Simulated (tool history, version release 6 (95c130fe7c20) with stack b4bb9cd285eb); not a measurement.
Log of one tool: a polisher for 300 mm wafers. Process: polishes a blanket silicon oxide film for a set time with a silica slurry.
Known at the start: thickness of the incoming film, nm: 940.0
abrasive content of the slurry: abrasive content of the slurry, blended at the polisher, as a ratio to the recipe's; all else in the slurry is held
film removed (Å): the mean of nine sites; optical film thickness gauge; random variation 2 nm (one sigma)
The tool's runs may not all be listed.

| run | hour | flow of slurry (ml/min) | pressure of the wafer on the pad (kPa) | speed of the pad under the wafer (m/s) | abrasive content of the slurry | polishing time (s) | film removed (Å) |
|---|---|---|---|---|---|---|---|
| 1 | 0 | 245 | 31 | 1.54 | 1 | 48 | 1818.8 |
| 2 | 6.3 | 245 | 23.4 | 1.54 | 1 | 48 | 1405.6 |
| 3 | 14.5 | 245 | 23.4 | 1.54 | 0.8 | 48 | 1201.6 |
| 4 | 19.7 | 245 | 23.4 | 1.54 | 0.8 | 48 | 1180 |
| 5 | 27.7 | 205 | 23.4 | 1.54 | 0.8 | 48 | 1170.6 |
| 6 | 35.5 | 205 | 17.9 | 1.54 | 0.8 | 48 | 918.7 |
| 7 | 36.6 | 235 | 24.8 | 1.54 | 0.8 | 48 | 1230.3 |
| 8 | 40.3 | 255 | 30.3 | 1.54 | 0.8 | 48 | 1498.6 |

The next listed run, before its measurement:
| 9 | 48.6 | 265 | 35.2 | 1.54 | 0.8 | 48 | ? |

{"run 9": {"film removed (Å)": 1706.8}}

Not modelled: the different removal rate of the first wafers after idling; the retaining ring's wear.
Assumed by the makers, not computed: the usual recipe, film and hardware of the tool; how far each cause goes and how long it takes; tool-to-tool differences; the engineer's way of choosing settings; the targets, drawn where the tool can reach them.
